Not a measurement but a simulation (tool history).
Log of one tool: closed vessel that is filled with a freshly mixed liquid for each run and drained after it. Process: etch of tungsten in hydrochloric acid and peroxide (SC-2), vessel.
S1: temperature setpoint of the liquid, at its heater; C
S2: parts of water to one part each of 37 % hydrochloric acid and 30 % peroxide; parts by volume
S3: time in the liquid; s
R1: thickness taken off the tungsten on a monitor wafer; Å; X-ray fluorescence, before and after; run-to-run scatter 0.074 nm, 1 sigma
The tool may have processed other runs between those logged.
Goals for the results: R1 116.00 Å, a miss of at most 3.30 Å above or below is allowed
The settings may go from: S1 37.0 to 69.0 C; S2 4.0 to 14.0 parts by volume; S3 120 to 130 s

run	hour	S1	S2	S3	R1
1	0.0	53.0	7.5	120	185.60
2	3.8	53.0	6.0	120	216.47
3	9.0	50.0	6.0	120	179.88
4	13.6	46.5	6.0	120	142.58
5	20.3	51.5	6.0	120	200.54
6	27.8	49.0	6.0	120	167.99
7	29.8	42.5	6.0	120	107.66
8	32.0	43.0	6.0	120	111.35

Pick the move, out of 4, that brings all results within their allowed miss; only one does.
A	34.2	44.0	7.0	130	?
B	34.2	42.0	6.0	125	?
C	34.2	41.5	6.0	125	?
D	34.2	42.0	5.5	120	?

move	R1
A	115.06
B	108.27
C	104.54
D	110.87
A: each result inside its tolerance
B: its largest miss is bigger than the last run's
C: its largest miss is bigger than the last run's
D: its largest miss is bigger than the last run's
So the answer is move A, the one that meets all the targets.
